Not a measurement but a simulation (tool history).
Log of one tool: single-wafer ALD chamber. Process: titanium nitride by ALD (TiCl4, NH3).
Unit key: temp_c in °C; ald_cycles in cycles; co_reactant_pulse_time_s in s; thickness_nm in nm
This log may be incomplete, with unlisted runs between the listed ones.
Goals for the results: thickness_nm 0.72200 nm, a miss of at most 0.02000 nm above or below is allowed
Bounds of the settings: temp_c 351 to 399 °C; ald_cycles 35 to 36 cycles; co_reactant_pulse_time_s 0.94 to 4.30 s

Run 1, hour 0.0: temp_c 375 °C, ald_cycles 36 cycles, co_reactant_pulse_time_s 2.62 s. Result: thickness_nm 0.81691 nm.
Run 2, hour 2.3: temp_c 375 °C, ald_cycles 35 cycles, co_reactant_pulse_time_s 2.62 s. Result: thickness_nm 0.79036 nm.
Run 3, hour 8.4: temp_c 369 °C, ald_cycles 35 cycles, co_reactant_pulse_time_s 2.19 s. Result: thickness_nm 0.77258 nm.
Run 4, hour 12.4: temp_c 369 °C, ald_cycles 35 cycles, co_reactant_pulse_time_s 2.84 s. Result: thickness_nm 0.79305 nm.
Run 5, hour 20.3: temp_c 369 °C, ald_cycles 36 cycles, co_reactant_pulse_time_s 2.84 s. Result: thickness_nm 0.81272 nm.
Run 6, hour 23.2: temp_c 362 °C, ald_cycles 36 cycles, co_reactant_pulse_time_s 2.84 s. Result: thickness_nm 0.80582 nm.
Run 7, hour 24.5: temp_c 359 °C, ald_cycles 36 cycles, co_reactant_pulse_time_s 2.36 s. Result: thickness_nm 0.78927 nm.
Run 8, hour 25.5: temp_c 357 °C, ald_cycles 36 cycles, co_reactant_pulse_time_s 2.00 s. Result: thickness_nm 0.76888 nm.
Run 9, hour 31.6: temp_c 356 °C, ald_cycles 36 cycles, co_reactant_pulse_time_s 1.84 s. Result: thickness_nm 0.75595 nm.
Run 10, hour 39.7: temp_c 355 °C, ald_cycles 36 cycles, co_reactant_pulse_time_s 1.76 s. Result: thickness_nm 0.74360 nm.
Run 11, hour 44.1: temp_c 355 °C, ald_cycles 36 cycles, co_reactant_pulse_time_s 1.75 s. Result: thickness_nm 0.74326 nm.
Run 12, hour 45.1: temp_c 355 °C, ald_cycles 36 cycles, co_reactant_pulse_time_s 1.74 s. Result: thickness_nm 0.74394 nm.
Run 13, hour 48.7: temp_c 355 °C, ald_cycles 36 cycles, co_reactant_pulse_time_s 1.73 s. Result: thickness_nm 0.74608 nm.
Run 14, hour 56.0: temp_c 355 °C, ald_cycles 36 cycles, co_reactant_pulse_time_s 1.73 s. Result: thickness_nm 0.74664 nm.
Run 15, hour 59.1: temp_c 355 °C, ald_cycles 36 cycles, co_reactant_pulse_time_s 1.70 s. Result: thickness_nm 0.74335 nm.

Next run, 4 choices. One meets every target within its allowed miss, the rest don't. Which?
Run A, hour 62.2: temp_c 354 °C, ald_cycles 36 cycles, co_reactant_pulse_time_s 1.92 s. Result: thickness_nm ?.
Run B, hour 62.2: temp_c 351 °C, ald_cycles 36 cycles, co_reactant_pulse_time_s 2.63 s. Result: thickness_nm ?.
Run C, hour 62.2: temp_c 357 °C, ald_cycles 36 cycles, co_reactant_pulse_time_s 1.38 s. Result: thickness_nm ?.
Run D, hour 62.2: temp_c 363 °C, ald_cycles 36 cycles, co_reactant_pulse_time_s 1.65 s. Result: thickness_nm ?.

move  thickness_nm
   A       0.75529
   B       0.78021
   C       0.71360
   D       0.75583
A: its largest miss is bigger than the last run's
B: its largest miss is bigger than the last run's
C: in spec on every target
D: its largest miss is bigger than the last run's
C meets every target.
